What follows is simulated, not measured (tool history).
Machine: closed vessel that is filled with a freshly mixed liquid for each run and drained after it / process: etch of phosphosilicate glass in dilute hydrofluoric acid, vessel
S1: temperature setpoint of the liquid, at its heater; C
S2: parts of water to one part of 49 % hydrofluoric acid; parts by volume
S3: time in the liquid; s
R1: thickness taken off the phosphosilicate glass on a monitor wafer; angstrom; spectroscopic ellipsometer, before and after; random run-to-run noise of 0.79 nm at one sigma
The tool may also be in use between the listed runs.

{"run": 1, "hour": 0.0, "S1": 22, "S2": 50, "S3": 35, "R1": 741.14}
{"run": 2, "hour": 6.5, "S1": 22, "S2": 50, "S3": 30, "R1": 640.35}
{"run": 3, "hour": 13.5, "S1": 22, "S2": 55, "S3": 30, "R1": 582.89}
{"run": 4, "hour": 14.8, "S1": 24, "S2": 55, "S3": 30, "R1": 641.98}
{"run": 5, "hour": 21.2, "S1": 25.5, "S2": 50, "S3": 30, "R1": 752.11}
{"run": 6, "hour": 22.8, "S1": 25.5, "S2": 55, "S3": 30, "R1": 675.44}

For run 7, what comes out?
{"run": 7, "hour": 26.1, "S1": 26.5, "S2": 50, "S3": 30, "R1": "?"}

Logged for run 7: R1 774.43 angstrom.

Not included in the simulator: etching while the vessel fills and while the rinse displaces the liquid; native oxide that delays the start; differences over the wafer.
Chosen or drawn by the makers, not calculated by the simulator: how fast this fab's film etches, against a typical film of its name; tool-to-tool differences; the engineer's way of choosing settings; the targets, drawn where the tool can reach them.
